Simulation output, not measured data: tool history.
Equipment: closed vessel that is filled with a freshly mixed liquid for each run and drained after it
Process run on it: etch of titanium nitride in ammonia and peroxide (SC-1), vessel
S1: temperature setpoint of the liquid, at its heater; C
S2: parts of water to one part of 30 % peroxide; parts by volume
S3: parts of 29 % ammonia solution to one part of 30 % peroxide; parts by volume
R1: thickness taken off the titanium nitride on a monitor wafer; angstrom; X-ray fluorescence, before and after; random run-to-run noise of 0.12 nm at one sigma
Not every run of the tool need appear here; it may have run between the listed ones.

{"run": 1, "day": 0.0, "S1": 51, "S2": 6.5, "S3": 0.5, "time in the liquid (s)": 55, "R1": 80.502}
{"run": 2, "day": 0.262, "S1": 54, "S2": 6.5, "S3": 0.5, "time in the liquid (s)": 55, "R1": 98.519}
{"run": 3, "day": 0.375, "S1": 54, "S2": 6.5, "S3": 0.5, "time in the liquid (s)": 55, "R1": 99.321}
{"run": 4, "day": 0.45, "S1": 54, "S2": 6.5, "S3": 0.6, "time in the liquid (s)": 55, "R1": 101.26}
{"run": 5, "day": 0.55, "S1": 56, "S2": 6.5, "S3": 0.6, "time in the liquid (s)": 55, "R1": 117.29}
{"run": 6, "day": 0.796, "S1": 53, "S2": 6.5, "S3": 0.6, "time in the liquid (s)": 55, "R1": 95.356}
{"run": 7, "day": 1.104, "S1": 55, "S2": 6.5, "S3": 0.6, "time in the liquid (s)": 55, "R1": 109.23}
{"run": 8, "day": 1.367, "S1": 56.5, "S2": 6.5, "S3": 0.6, "time in the liquid (s)": 55, "R1": 121.48}

Forecast run 9:
{"run": 9, "day": 1.558, "S1": 61, "S2": 6.5, "S3": 0.6, "time in the liquid (s)": 55, "R1": "?"}

Run 9 yielded R1 162.75 angstrom.

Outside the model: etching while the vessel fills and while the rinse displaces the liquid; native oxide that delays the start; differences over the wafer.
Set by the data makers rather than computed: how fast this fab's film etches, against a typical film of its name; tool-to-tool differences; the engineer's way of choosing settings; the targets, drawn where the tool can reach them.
